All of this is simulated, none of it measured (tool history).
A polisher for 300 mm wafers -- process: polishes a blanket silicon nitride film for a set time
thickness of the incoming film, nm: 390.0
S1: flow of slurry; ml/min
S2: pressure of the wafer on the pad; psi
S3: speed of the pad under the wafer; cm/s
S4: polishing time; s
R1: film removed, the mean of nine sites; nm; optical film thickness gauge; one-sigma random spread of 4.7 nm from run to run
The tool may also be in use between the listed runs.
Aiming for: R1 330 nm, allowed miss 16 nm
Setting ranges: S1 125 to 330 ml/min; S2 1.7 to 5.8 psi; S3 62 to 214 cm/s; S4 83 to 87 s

Run 1, hour 0: S1 210 ml/min, S2 3.7 psi, S3 138 cm/s, S4 83 s. Result: R1 194.82 nm.
Run 2, hour 7.7: S1 210 ml/min, S2 3.7 psi, S3 160 cm/s, S4 83 s. Result: R1 223.88 nm.
Run 3, hour 14.4: S1 210 ml/min, S2 3.7 psi, S3 182 cm/s, S4 83 s. Result: R1 242.5 nm.
Run 4, hour 19.2: S1 255 ml/min, S2 3.7 psi, S3 182 cm/s, S4 83 s. Result: R1 248.99 nm.
Run 5, hour 24.9: S1 255 ml/min, S2 3.9 psi, S3 184 cm/s, S4 83 s. Result: R1 261.64 nm.
Run 6, hour 26.1: S1 255 ml/min, S2 3.1 psi, S3 184 cm/s, S4 83 s. Result: R1 219.22 nm.
Run 7, hour 27.9: S1 255 ml/min, S2 4.1 psi, S3 192 cm/s, S4 83 s. Result: R1 279.58 nm.
Run 8, hour 33.6: S1 255 ml/min, S2 4.3 psi, S3 194 cm/s, S4 83 s. Result: R1 297.56 nm.
Run 9, hour 41.3: S1 255 ml/min, S2 4.4 psi, S3 194 cm/s, S4 83 s. Result: R1 298.79 nm.

Below are 5 possible settings for the next run. Only one of them brings all results inside the allowed miss of their targets. Which is it?
Run A, hour 49: S1 255 ml/min, S2 4.1 psi, S3 176 cm/s, S4 83 s. Result: R1 ?.
Run B, hour 49: S1 310 ml/min, S2 4.2 psi, S3 160 cm/s, S4 84 s. Result: R1 ?.
Run C, hour 49: S1 240 ml/min, S2 4.2 psi, S3 214 cm/s, S4 87 s. Result: R1 ?.
Run D, hour 49: S1 225 ml/min, S2 3.9 psi, S3 170 cm/s, S4 83 s. Result: R1 ?.
Run E, hour 49: S1 205 ml/min, S2 4.8 psi, S3 172 cm/s, S4 83 s. Result: R1 ?.

move      R1
   A  260.04
   B  252.85
   C  322.96
   D  240.19
   E  283.35
A: the biggest miss grows against the last run
B: the biggest miss grows against the last run
C: all results in spec
D: the biggest miss grows against the last run
E: the biggest miss grows against the last run
Answer: C

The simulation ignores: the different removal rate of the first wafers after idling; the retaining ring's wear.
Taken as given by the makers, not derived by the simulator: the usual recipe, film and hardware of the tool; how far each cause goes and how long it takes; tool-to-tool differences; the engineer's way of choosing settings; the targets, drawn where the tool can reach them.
